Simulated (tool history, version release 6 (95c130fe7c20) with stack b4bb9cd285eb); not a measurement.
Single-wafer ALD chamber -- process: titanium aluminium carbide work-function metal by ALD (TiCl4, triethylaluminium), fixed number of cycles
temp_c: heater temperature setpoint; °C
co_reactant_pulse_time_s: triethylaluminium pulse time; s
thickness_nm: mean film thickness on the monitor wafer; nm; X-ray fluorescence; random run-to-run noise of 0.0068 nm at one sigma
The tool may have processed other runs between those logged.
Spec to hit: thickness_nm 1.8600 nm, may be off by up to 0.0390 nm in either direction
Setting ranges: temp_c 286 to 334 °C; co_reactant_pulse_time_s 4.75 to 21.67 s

run 1 hour=0.0 | temp_c=310 co_reactant_pulse_time_s=13.21 | thickness_nm=1.9784
run 2 hour=8.6 | temp_c=309 co_reactant_pulse_time_s=13.04 | thickness_nm=1.9648
run 3 hour=14.7 | temp_c=308 co_reactant_pulse_time_s=12.89 | thickness_nm=1.9636
run 4 hour=21.9 | temp_c=307 co_reactant_pulse_time_s=12.73 | thickness_nm=1.9527
run 5 hour=29.6 | temp_c=306 co_reactant_pulse_time_s=12.59 | thickness_nm=1.9404
run 6 hour=37.7 | temp_c=305 co_reactant_pulse_time_s=12.47 | thickness_nm=1.9233
run 7 hour=38.9 | temp_c=304 co_reactant_pulse_time_s=12.40 | thickness_nm=1.9192
run 8 hour=41.5 | temp_c=303 co_reactant_pulse_time_s=12.32 | thickness_nm=1.9141
run 9 hour=46.7 | temp_c=302 co_reactant_pulse_time_s=12.24 | thickness_nm=1.9053

Which of these 5 next moves meets every target?
run A hour=51.9 | temp_c=306 co_reactant_pulse_time_s=12.27 | thickness_nm=?
run B hour=51.9 | temp_c=310 co_reactant_pulse_time_s=10.82 | thickness_nm=?
run C hour=51.9 | temp_c=309 co_reactant_pulse_time_s=16.16 | thickness_nm=?
run D hour=51.9 | temp_c=316 co_reactant_pulse_time_s=16.08 | thickness_nm=?
run E hour=51.9 | temp_c=302 co_reactant_pulse_time_s=9.48 | thickness_nm=?

move=A thickness_nm=1.9341
move=B thickness_nm=1.9555
move=C thickness_nm=1.9801
move=D thickness_nm=2.0442
move=E thickness_nm=1.8638
A: lands further from the targets than the last run did
B: lands further from the targets than the last run did
C: lands further from the targets than the last run did
D: lands further from the targets than the last run did
E: every result lands within tolerance
The move that meets every target is E.

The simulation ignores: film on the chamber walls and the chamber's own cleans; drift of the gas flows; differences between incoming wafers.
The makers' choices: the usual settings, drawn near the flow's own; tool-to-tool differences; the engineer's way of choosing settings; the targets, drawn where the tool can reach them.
